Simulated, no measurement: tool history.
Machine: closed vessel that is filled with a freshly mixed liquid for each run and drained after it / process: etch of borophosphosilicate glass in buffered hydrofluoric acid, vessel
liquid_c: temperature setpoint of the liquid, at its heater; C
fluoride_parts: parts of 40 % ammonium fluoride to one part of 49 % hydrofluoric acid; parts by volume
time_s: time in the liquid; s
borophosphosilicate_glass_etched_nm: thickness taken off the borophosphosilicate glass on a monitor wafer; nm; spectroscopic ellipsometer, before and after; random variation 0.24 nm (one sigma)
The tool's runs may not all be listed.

run	hour	liquid_c	fluoride_parts	time_s	borophosphosilicate_glass_etched_nm
1	0.0	25.0	17	35	50.101
2	6.2	23.5	17	35	46.044
3	10.3	23.5	15	35	52.774
4	16.3	23.5	15	30	44.862
5	23.6	22.5	15	30	42.138
6	31.6	22.0	15	30	41.299
7	35.3	21.5	15	30	40.015
8	43.3	21.0	15	30	38.749
9	50.9	20.5	15	30	38.292

Run 10 has not been measured yet. What should we expect?
10	58.0	20.0	15	30	?

borophosphosilicate_glass_etched_nm: 37.269 nm

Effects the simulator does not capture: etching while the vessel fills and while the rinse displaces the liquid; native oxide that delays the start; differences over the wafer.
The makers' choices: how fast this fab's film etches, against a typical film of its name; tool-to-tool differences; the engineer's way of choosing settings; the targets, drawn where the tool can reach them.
